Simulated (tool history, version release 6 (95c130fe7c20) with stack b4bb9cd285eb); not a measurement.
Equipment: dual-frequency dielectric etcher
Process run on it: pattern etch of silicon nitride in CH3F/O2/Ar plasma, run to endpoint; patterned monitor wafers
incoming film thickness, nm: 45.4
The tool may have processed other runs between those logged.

run,hour,source power (kW),bias power (kW),endpoint time (s)
1,0.0,0.280,0.060,77.335
2,4.3,0.230,0.060,83.123
3,6.3,0.240,0.061,82.797
4,9.6,0.240,0.055,84.384
5,16.3,0.260,0.056,82.437
6,19.8,0.270,0.057,81.181

Expected results for the next run?
7,26.3,0.280,0.059,?

endpoint time (s): 77.992
